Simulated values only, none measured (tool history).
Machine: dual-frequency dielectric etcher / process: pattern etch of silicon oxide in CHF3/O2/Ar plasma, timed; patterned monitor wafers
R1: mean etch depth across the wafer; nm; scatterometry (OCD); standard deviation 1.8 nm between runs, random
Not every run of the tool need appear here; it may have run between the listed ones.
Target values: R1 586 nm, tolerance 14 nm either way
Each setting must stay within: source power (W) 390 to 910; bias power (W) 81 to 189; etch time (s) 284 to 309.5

{"run": 1, "day": 0.0, "source power (W)": 650, "bias power (W)": 135, "etch time (s)": 309.5, "R1": 505.43}
{"run": 2, "day": 0.371, "source power (W)": 650, "bias power (W)": 135, "etch time (s)": 309.5, "R1": 504.48}
{"run": 3, "day": 0.642, "source power (W)": 700, "bias power (W)": 139, "etch time (s)": 309.5, "R1": 527.59}
{"run": 4, "day": 0.817, "source power (W)": 700, "bias power (W)": 139, "etch time (s)": 309.5, "R1": 528.48}
{"run": 5, "day": 0.854, "source power (W)": 700, "bias power (W)": 139, "etch time (s)": 284, "R1": 484.69}
{"run": 6, "day": 1.217, "source power (W)": 700, "bias power (W)": 139, "etch time (s)": 284, "R1": 483.93}
{"run": 7, "day": 1.333, "source power (W)": 740, "bias power (W)": 149, "etch time (s)": 287.5, "R1": 513.3}
{"run": 8, "day": 1.633, "source power (W)": 740, "bias power (W)": 149, "etch time (s)": 287.5, "R1": 513.93}

Exercise: of the 5 proposed moves below, exactly one satisfies all targets within the stated allowed misses. Which move is it?
{"run": "A", "day": 1.933, "source power (W)": 820, "bias power (W)": 164, "etch time (s)": 302, "R1": "?"}
{"run": "B", "day": 1.933, "source power (W)": 730, "bias power (W)": 150, "etch time (s)": 309.5, "R1": "?"}
{"run": "C", "day": 1.933, "source power (W)": 690, "bias power (W)": 114, "etch time (s)": 284, "R1": "?"}
{"run": "D", "day": 1.933, "source power (W)": 710, "bias power (W)": 167, "etch time (s)": 293, "R1": "?"}
{"run": "E", "day": 1.933, "source power (W)": 680, "bias power (W)": 141, "etch time (s)": 301.5, "R1": "?"}

move=A R1=584.84
move=B R1=552.08
move=C R1=455.47
move=D R1=532.68
move=E R1=510.06
A: every result lands within tolerance
B: closer than the last run, but not yet in spec
C: moves away from the targets compared with the last run
D: closer than the last run, but not yet in spec
E: moves away from the targets compared with the last run
Go with A: it meets all targets.
